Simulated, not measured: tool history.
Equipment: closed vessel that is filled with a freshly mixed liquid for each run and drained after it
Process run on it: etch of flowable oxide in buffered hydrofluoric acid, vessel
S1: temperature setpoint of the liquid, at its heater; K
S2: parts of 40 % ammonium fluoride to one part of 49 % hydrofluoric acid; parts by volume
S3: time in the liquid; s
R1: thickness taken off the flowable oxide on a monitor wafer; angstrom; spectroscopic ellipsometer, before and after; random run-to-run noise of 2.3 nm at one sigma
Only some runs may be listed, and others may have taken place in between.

run	hour	S1	S2	S3	R1
1	0	293.15	23	95	2310.7
2	2.3	293.15	23	95	2304.9
3	6.6	293.15	23	100	2456.7
4	14.7	295.65	22.5	100	2850.9
5	18.6	295.65	22.5	100	2854.9
6	21	297.15	22	100	3158.4
7	28.7	298.15	22	100	3336
8	37.9	299.15	22	100	3483.7
9	46.2	299.65	22	100	3571

Expected results for the next run?
10	49.7	300.15	22	100	?

{"run 10": {"R1": 3699.5}}
